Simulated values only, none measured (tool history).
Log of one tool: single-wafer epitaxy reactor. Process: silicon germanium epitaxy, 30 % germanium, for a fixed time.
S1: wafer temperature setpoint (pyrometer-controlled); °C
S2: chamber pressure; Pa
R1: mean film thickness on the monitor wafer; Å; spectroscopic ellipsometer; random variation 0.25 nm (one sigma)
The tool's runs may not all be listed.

Run 1, hour 0.0: S1 585 °C, S2 2680 Pa. Result: R1 432.20 Å.
Run 2, hour 5.9: S1 578 °C, S2 2680 Pa. Result: R1 380.02 Å.
Run 3, hour 11.1: S1 588 °C, S2 2680 Pa. Result: R1 453.85 Å.
Run 4, hour 16.3: S1 590 °C, S2 2680 Pa. Result: R1 472.79 Å.
Run 5, hour 25.1: S1 592 °C, S2 2680 Pa. Result: R1 489.04 Å.
Run 6, hour 31.9: S1 593 °C, S2 2680 Pa. Result: R1 496.10 Å.
Run 7, hour 40.1: S1 594 °C, S2 2680 Pa. Result: R1 507.04 Å.

Run 8 comes next. What will it give?
Run 8, hour 41.8: S1 594 °C, S2 2680 Pa. Result: R1 ?.

R1: 503.40 Å
